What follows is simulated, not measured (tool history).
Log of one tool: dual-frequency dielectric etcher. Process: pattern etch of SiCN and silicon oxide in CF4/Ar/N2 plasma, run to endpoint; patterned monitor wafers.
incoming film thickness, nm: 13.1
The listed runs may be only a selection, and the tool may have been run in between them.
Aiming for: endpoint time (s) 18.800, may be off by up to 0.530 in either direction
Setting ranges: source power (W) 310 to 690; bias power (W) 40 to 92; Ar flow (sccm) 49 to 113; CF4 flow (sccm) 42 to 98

| run | hour | source power (W) | bias power (W) | Ar flow (sccm) | CF4 flow (sccm) | endpoint time (s) |
|---|---|---|---|---|---|---|
| 1 | 0.0 | 500 | 66 | 81 | 70 | 12.573 |
| 2 | 6.2 | 500 | 66 | 81 | 62 | 12.876 |
| 3 | 12.6 | 500 | 66 | 92 | 62 | 12.974 |
| 4 | 16.8 | 450 | 64 | 93 | 61 | 14.865 |
| 5 | 21.4 | 420 | 64 | 93 | 61 | 16.253 |
| 6 | 22.3 | 420 | 58 | 93 | 61 | 16.868 |
| 7 | 25.0 | 410 | 58 | 93 | 61 | 17.342 |
| 8 | 30.1 | 360 | 57 | 93 | 61 | 20.122 |
| 9 | 36.9 | 370 | 57 | 93 | 61 | 19.492 |

Which of these 5 next moves meets every target?
| A | 43.7 | 410 | 47 | 83 | 46 | ? |
| B | 43.7 | 360 | 58 | 88 | 66 | ? |
| C | 43.7 | 360 | 54 | 95 | 57 | ? |
| D | 43.7 | 370 | 53 | 92 | 53 | ? |
| E | 43.7 | 330 | 76 | 81 | 68 | ? |

| move | endpoint time (s) |
|---|---|
| A | 19.073 |
| B | 20.134 |
| C | 21.204 |
| D | 20.698 |
| E | 20.037 |
A: all results in spec
B: lands further from the targets than the last run did
C: lands further from the targets than the last run did
D: lands further from the targets than the last run did
E: lands further from the targets than the last run did
Move A is the one to make.
